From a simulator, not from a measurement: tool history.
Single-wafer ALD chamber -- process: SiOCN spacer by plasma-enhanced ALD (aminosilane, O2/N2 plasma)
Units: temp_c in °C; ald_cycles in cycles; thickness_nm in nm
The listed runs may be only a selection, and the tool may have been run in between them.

run	hour	temp_c	ald_cycles	thickness_nm
1	0.0	385	109	6.4717
2	2.6	381	109	6.4857
3	6.5	376	109	6.4944
4	12.8	365	109	6.4138
5	13.5	365	114	6.7429
6	20.8	365	99	5.9025
7	23.2	365	116	6.8613
8	31.3	365	116	6.9106
9	38.1	365	116	6.8570
10	42.4	365	120	7.1563
11	47.7	365	123	7.3676

What will run 12 give?
# hour 52.5: thermocouple changed; heater temperature recalibrated
12	52.5	365	125	?

{"run 12": {"thickness_nm": 7.46}}
